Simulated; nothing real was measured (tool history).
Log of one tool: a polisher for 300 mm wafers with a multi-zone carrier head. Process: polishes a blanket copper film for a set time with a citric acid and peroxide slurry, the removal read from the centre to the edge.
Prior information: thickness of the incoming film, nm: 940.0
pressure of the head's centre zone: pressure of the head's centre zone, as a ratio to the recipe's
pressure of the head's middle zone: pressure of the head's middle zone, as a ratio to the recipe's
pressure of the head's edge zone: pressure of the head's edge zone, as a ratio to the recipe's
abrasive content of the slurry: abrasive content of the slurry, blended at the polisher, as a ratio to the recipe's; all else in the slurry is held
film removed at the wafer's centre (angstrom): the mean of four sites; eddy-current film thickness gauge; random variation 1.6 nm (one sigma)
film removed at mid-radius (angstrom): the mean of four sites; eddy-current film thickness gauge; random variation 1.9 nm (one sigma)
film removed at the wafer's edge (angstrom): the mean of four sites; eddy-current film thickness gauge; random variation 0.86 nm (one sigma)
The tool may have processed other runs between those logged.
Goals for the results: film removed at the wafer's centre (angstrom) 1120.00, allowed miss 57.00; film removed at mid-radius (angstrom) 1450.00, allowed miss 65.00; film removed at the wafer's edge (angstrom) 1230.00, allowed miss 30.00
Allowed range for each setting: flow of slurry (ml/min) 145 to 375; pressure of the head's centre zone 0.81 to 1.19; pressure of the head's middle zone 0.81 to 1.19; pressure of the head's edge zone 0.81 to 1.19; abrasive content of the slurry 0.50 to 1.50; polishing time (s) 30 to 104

run	hour	flow of slurry (ml/min)	pressure of the head's centre zone	pressure of the head's middle zone	pressure of the head's edge zone	abrasive content of the slurry	polishing time (s)	film removed at the wafer's centre (angstrom)	film removed at mid-radius (angstrom)	film removed at the wafer's edge (angstrom)
1	0.0	240	1.00	1.00	1.00	1.00	67	1147.80	1115.30	1122.50
2	8.1	245	0.99	1.03	1.00	1.05	67	1134.60	1165.00	1139.20
3	15.1	245	0.99	1.03	1.08	1.05	67	1135.10	1175.90	1187.50
4	19.4	245	0.99	1.06	1.08	1.05	67	1146.10	1212.60	1176.10
5	21.5	245	0.99	1.06	1.08	1.05	54	905.37	959.46	948.33
6	23.5	245	0.96	1.06	1.08	1.05	54	889.27	946.02	948.29
7	30.0	245	0.96	1.06	1.08	1.05	54	881.21	987.32	942.39
8	37.3	245	0.96	1.06	1.08	1.05	54	895.93	967.66	962.87

Below are 4 possible settings for the next run. Only one of them brings all results inside the allowed miss of their targets. Which is it?
A	44.6	250	0.98	1.08	1.03	1.20	66	?	?	?
B	44.6	265	1.13	1.12	0.81	0.85	44	?	?	?
C	44.6	245	1.07	1.09	1.13	1.00	41	?	?	?
D	44.6	175	0.91	1.19	0.98	0.85	80	?	?	?

move	film removed at the wafer's centre (angstrom)	film removed at mid-radius (angstrom)	film removed at the wafer's edge (angstrom)
A	1117.90	1207.80	1171.80
B	785.65	757.62	636.65
C	719.49	716.81	723.55
D	1090.10	1385.60	1218.00
A: closes in on the targets versus the last run, not all within tolerance yet
B: misses by more than the last run did
C: misses by more than the last run did
D: all results in spec
Correct choice: D, which meets every target

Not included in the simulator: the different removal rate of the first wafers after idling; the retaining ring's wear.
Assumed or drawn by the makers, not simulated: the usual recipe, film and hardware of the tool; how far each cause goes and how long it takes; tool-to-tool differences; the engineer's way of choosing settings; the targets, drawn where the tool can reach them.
